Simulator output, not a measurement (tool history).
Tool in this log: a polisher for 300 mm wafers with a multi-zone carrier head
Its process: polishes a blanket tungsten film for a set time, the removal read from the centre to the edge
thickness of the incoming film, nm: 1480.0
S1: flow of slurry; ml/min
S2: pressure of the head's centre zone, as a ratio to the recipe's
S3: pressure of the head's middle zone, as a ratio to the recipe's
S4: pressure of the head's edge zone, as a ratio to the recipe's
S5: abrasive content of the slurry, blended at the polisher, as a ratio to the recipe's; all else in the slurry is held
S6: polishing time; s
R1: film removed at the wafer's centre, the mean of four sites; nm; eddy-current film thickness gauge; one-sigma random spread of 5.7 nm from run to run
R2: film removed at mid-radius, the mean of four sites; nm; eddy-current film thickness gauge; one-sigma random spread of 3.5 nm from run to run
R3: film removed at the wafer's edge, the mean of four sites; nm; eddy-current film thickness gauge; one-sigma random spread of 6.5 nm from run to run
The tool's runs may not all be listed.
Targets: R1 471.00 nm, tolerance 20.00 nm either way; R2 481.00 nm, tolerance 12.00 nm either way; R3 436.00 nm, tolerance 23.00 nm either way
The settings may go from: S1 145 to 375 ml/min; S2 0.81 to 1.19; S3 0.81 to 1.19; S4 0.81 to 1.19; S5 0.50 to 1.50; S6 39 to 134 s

run 1 hour=0.0 | S1=240 S2=1.00 S3=1.00 S4=1.00 S5=1.00 S6=86 | R1=322.56 R2=330.21 R3=312.99
run 2 hour=5.4 | S1=240 S2=1.00 S3=1.00 S4=0.94 S5=1.00 S6=86 | R1=319.83 R2=332.75 R3=297.90
run 3 hour=11.9 | S1=240 S2=1.00 S3=1.00 S4=0.94 S5=0.85 S6=86 | R1=304.46 R2=313.33 R3=293.92
run 4 hour=15.2 | S1=240 S2=1.00 S3=1.00 S4=0.88 S5=0.85 S6=86 | R1=305.68 R2=312.48 R3=285.68
run 5 hour=15.7 | S1=240 S2=1.00 S3=0.93 S4=0.88 S5=0.85 S6=86 | R1=312.84 R2=297.91 R3=280.90
-- hour=23.4 edge zone pressure recalibrated
run 6 hour=23.4 | S1=245 S2=1.03 S3=0.97 S4=0.97 S5=1.05 S6=90 | R1=356.67 R2=343.31 R3=343.41
run 7 hour=26.7 | S1=265 S2=1.08 S3=1.03 S4=0.97 S5=1.20 S6=91 | R1=390.11 R2=381.47 R3=370.95
run 8 hour=35.2 | S1=275 S2=1.11 S3=1.08 S4=0.96 S5=1.30 S6=92 | R1=417.95 R2=414.28 R3=368.75
run 9 hour=40.1 | S1=285 S2=1.12 S3=1.11 S4=1.01 S5=1.35 S6=92 | R1=422.46 R2=436.87 R3=394.74
run 10 hour=44.5 | S1=295 S2=1.14 S3=1.12 S4=1.03 S5=1.40 S6=92 | R1=439.61 R2=435.17 R3=403.31
run 11 hour=47.0 | S1=300 S2=1.15 S3=1.14 S4=1.04 S5=1.45 S6=93 | R1=443.47 R2=460.02 R3=406.00
run 12 hour=50.2 | S1=305 S2=1.16 S3=1.14 S4=1.06 S5=1.45 S6=94 | R1=467.04 R2=463.81 R3=428.21
run 13 hour=58.4 | S1=310 S2=1.16 S3=1.15 S4=1.06 S5=1.45 S6=94 | R1=457.02 R2=464.85 R3=416.37
run 14 hour=63.0 | S1=310 S2=1.16 S3=1.15 S4=1.07 S5=1.45 S6=94 | R1=460.84 R2=466.89 R3=421.55
run 15 hour=67.2 | S1=310 S2=1.16 S3=1.15 S4=1.08 S5=1.45 S6=94 | R1=452.67 R2=465.90 R3=425.69

5 next moves are on the table. One of them brings every result within its allowed miss. Which?
run A hour=71.4 | S1=260 S2=1.12 S3=1.07 S4=1.19 S5=1.50 S6=98 | R1=? R2=? R3=?
run B hour=71.4 | S1=325 S2=1.16 S3=1.13 S4=1.05 S5=1.50 S6=90 | R1=? R2=? R3=?
run C hour=71.4 | S1=310 S2=1.17 S3=1.12 S4=1.17 S5=1.40 S6=94 | R1=? R2=? R3=?
run D hour=71.4 | S1=325 S2=1.16 S3=1.19 S4=1.14 S5=1.40 S6=95 | R1=? R2=? R3=?
run E hour=71.4 | S1=315 S2=1.19 S3=1.09 S4=1.08 S5=1.30 S6=95 | R1=? R2=? R3=?

move=A R1=468.53 R2=454.00 R3=453.09
move=B R1=455.84 R2=447.39 R3=397.89
move=C R1=467.95 R2=452.49 R3=428.37
move=D R1=471.95 R2=484.08 R3=428.39
move=E R1=470.65 R2=438.06 R3=407.91
A: misses by more than the last run did
B: misses by more than the last run did
C: misses by more than the last run did
D: meets every target
E: misses by more than the last run did
The right move is D.
